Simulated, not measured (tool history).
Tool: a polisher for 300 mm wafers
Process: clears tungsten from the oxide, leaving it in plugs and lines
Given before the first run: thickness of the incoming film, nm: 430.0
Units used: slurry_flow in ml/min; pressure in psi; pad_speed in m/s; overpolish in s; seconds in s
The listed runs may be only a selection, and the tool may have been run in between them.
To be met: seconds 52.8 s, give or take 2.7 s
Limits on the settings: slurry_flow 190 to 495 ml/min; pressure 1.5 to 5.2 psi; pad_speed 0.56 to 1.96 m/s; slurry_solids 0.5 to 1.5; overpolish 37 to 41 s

run  hour  slurry_flow  pressure  pad_speed  slurry_solids  overpolish  seconds
  1     0          320       3.3       1.26              1          37   78.952
  2   7.6          385       3.3       1.26              1          37   78.153
  3    10          385       3.7       1.28              1          37   68.054
  4  12.1          385       4.3       1.28              1          37    59.04
  5  20.1          385       4.3       1.14              1          37    65.67
  6  26.2          385       3.6       1.14              1          37   79.334
  7  33.3          385         4       1.16              1          37   71.161
  8  39.1          385       4.3       1.18              1          37   64.003

Which of these 5 next moves meets every target?
  A  44.9          355       4.4       1.32           0.85          41        ?
  B  44.9          395       4.4       1.36           1.15          40        ?
  C  44.9          405       4.8       0.74           1.35          41        ?
  D  44.9          435       4.1       0.98           0.95          39        ?
  E  44.9          340       4.2       0.96           0.95          41        ?

move  seconds
   A    61.65
   B    53.39
   C   83.358
   D    83.48
   E   84.473
A: gains on the last run, yet a result remains outside its allowed miss
B: each result inside its tolerance
C: lands further from the targets than the last run did
D: lands further from the targets than the last run did
E: lands further from the targets than the last run did
So the answer is move B, the one that meets all the targets.
